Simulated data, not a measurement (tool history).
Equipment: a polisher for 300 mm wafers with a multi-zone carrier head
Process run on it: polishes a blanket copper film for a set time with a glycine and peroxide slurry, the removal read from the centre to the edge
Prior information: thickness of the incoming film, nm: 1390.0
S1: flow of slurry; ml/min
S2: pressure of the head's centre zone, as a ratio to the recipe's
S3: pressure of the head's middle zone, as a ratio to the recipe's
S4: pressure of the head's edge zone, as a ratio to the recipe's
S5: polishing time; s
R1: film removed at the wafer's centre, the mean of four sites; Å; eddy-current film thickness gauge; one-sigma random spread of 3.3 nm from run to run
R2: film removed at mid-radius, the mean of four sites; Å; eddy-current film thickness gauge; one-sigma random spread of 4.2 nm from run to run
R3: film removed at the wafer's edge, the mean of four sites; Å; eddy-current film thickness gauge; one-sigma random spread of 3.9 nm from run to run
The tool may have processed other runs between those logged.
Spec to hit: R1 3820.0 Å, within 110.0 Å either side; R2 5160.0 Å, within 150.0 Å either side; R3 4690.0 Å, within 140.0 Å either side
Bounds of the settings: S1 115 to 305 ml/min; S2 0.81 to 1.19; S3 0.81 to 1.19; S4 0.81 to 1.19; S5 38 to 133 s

run 1 hour=0.0 | S1=195 S2=1.00 S3=1.00 S4=1.00 S5=85 | R1=4880.6 R2=5112.7 R3=5161.4
run 2 hour=2.7 | S1=190 S2=0.98 S3=1.01 S4=0.99 S5=85 | R1=4896.9 R2=5156.3 R3=5050.2
run 3 hour=4.4 | S1=190 S2=0.96 S3=1.02 S4=1.01 S5=84 | R1=4711.2 R2=5134.9 R3=5030.8
run 4 hour=6.0 | S1=185 S2=0.94 S3=1.03 S4=1.02 S5=83 | R1=4585.3 R2=5130.2 R3=5033.0
run 5 hour=8.3 | S1=185 S2=0.94 S3=0.99 S4=1.02 S5=83 | R1=4644.4 R2=4978.2 R3=4961.5
run 6 hour=14.7 | S1=180 S2=0.93 S3=1.00 S4=1.03 S5=82 | R1=4410.4 R2=4948.1 R3=4929.7
run 7 hour=23.0 | S1=175 S2=0.92 S3=1.01 S4=1.03 S5=82 | R1=4422.1 R2=4972.4 R3=4910.1
run 8 hour=24.7 | S1=170 S2=0.91 S3=1.02 S4=1.03 S5=82 | R1=4334.9 R2=4982.3 R3=4977.1
run 9 hour=31.3 | S1=170 S2=0.90 S3=1.03 S4=1.02 S5=82 | R1=4311.3 R2=5006.1 R3=4923.4
run 10 hour=32.3 | S1=165 S2=0.89 S3=1.04 S4=1.01 S5=82 | R1=4243.8 R2=5028.8 R3=4889.5
run 11 hour=34.0 | S1=160 S2=0.88 S3=1.05 S4=1.00 S5=82 | R1=4199.0 R2=5082.0 R3=4863.6
run 12 hour=36.7 | S1=155 S2=0.87 S3=1.06 S4=1.00 S5=82 | R1=4151.0 R2=5046.9 R3=4831.4
run 13 hour=45.4 | S1=155 S2=0.86 S3=1.07 S4=1.00 S5=82 | R1=4073.2 R2=5109.1 R3=4873.4
run 14 hour=51.1 | S1=155 S2=0.86 S3=1.07 S4=0.99 S5=82 | R1=4057.7 R2=5137.1 R3=4865.2
run 15 hour=54.1 | S1=155 S2=0.86 S3=1.07 S4=0.98 S5=82 | R1=4035.5 R2=5137.1 R3=4856.8

Pick the move, out of 4, that brings all results within their allowed miss; only one does.
run A hour=57.1 | S1=150 S2=0.90 S3=1.08 S4=0.98 S5=82 | R1=? R2=? R3=?
run B hour=57.1 | S1=135 S2=0.91 S3=1.13 S4=1.05 S5=80 | R1=? R2=? R3=?
run C hour=57.1 | S1=155 S2=0.87 S3=1.08 S4=0.97 S5=84 | R1=? R2=? R3=?
run D hour=57.1 | S1=180 S2=0.82 S3=1.11 S4=0.98 S5=79 | R1=? R2=? R3=?

move=A R1=4252.2 R2=5138.2 R3=4862.5
move=B R1=4141.1 R2=5155.3 R3=4801.8
move=C R1=4242.5 R2=5281.7 R3=4978.3
move=D R1=3850.8 R2=5162.0 R3=4745.0
A: the biggest miss grows against the last run
B: the biggest miss grows against the last run
C: the biggest miss grows against the last run
D: in spec on every target
D is the move that brings every result within its allowed miss.
